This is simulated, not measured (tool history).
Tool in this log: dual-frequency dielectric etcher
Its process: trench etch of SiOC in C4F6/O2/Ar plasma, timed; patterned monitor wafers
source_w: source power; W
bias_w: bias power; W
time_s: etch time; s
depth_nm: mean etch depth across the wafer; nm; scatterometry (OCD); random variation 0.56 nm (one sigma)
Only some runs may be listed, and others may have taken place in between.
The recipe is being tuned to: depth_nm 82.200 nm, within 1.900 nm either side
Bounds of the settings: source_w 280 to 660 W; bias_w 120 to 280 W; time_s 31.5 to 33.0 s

Run 1, day 0.000: source_w 470 W, bias_w 200 W, time_s 31.5 s. Result: depth_nm 73.828 nm.
Run 2, day 0.317: source_w 470 W, bias_w 200 W, time_s 33.0 s. Result: depth_nm 76.417 nm.
Run 3, day 0.383: source_w 400 W, bias_w 200 W, time_s 33.0 s. Result: depth_nm 72.380 nm.
Run 4, day 0.429: source_w 410 W, bias_w 201 W, time_s 33.0 s. Result: depth_nm 73.361 nm.
Run 5, day 0.621: source_w 380 W, bias_w 201 W, time_s 33.0 s. Result: depth_nm 71.165 nm.
Run 6, day 0.783: source_w 300 W, bias_w 201 W, time_s 33.0 s. Result: depth_nm 66.761 nm.
Run 7, day 1.088: source_w 320 W, bias_w 204 W, time_s 33.0 s. Result: depth_nm 68.759 nm.
Run 8, day 1.112: source_w 340 W, bias_w 206 W, time_s 33.0 s. Result: depth_nm 69.878 nm.
At day 1.204: wet clean of the chamber.
Run 9, day 1.204: source_w 440 W, bias_w 232 W, time_s 33.0 s. Result: depth_nm 77.538 nm.
Run 10, day 1.483: source_w 450 W, bias_w 233 W, time_s 33.0 s. Result: depth_nm 76.639 nm.
Run 11, day 1.825: source_w 460 W, bias_w 234 W, time_s 33.0 s. Result: depth_nm 79.005 nm.
Run 12, day 1.921: source_w 460 W, bias_w 235 W, time_s 33.0 s. Result: depth_nm 79.118 nm.
Run 13, day 2.088: source_w 460 W, bias_w 236 W, time_s 33.0 s. Result: depth_nm 78.711 nm.

Next run, 5 choices. One meets every target within its allowed miss, the rest don't. Which?
Run A, day 2.254: source_w 490 W, bias_w 255 W, time_s 32.5 s. Result: depth_nm ?.
Run B, day 2.254: source_w 550 W, bias_w 271 W, time_s 32.0 s. Result: depth_nm ?.
Run C, day 2.254: source_w 430 W, bias_w 240 W, time_s 32.0 s. Result: depth_nm ?.
Run D, day 2.254: source_w 460 W, bias_w 238 W, time_s 32.0 s. Result: depth_nm ?.
Run E, day 2.254: source_w 400 W, bias_w 252 W, time_s 32.0 s. Result: depth_nm ?.

move  depth_nm
   A    81.954
   B    85.989
   C    75.385
   D    76.799
   E    75.162
A: every result lands within tolerance
B: pushes the last run's worst result past its target
C: its largest miss is bigger than the last run's
D: its largest miss is bigger than the last run's
E: its largest miss is bigger than the last run's
A meets every target.
